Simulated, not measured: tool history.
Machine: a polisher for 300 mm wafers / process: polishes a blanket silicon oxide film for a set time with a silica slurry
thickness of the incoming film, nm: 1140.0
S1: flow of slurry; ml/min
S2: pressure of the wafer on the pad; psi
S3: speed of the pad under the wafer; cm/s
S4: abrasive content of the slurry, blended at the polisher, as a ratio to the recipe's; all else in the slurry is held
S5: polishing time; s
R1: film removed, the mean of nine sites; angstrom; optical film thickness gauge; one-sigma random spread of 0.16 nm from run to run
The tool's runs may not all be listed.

run	hour	S1	S2	S3	S4	S5	R1
1	0.0	140	3.0	104	1.0	20	448.02
2	7.4	130	2.6	102	1.0	20	377.07
3	12.8	155	2.6	102	1.0	20	389.29
4	15.8	145	2.3	100	1.0	20	335.49
5	24.0	135	2.1	100	1.0	20	306.35
6	31.1	135	2.1	100	1.0	20	309.14
7	33.3	100	1.4	96	1.0	20	186.34

Expected results for the next run?
8	39.7	140	1.4	96	1.0	20	?

R1: 201.38 angstrom

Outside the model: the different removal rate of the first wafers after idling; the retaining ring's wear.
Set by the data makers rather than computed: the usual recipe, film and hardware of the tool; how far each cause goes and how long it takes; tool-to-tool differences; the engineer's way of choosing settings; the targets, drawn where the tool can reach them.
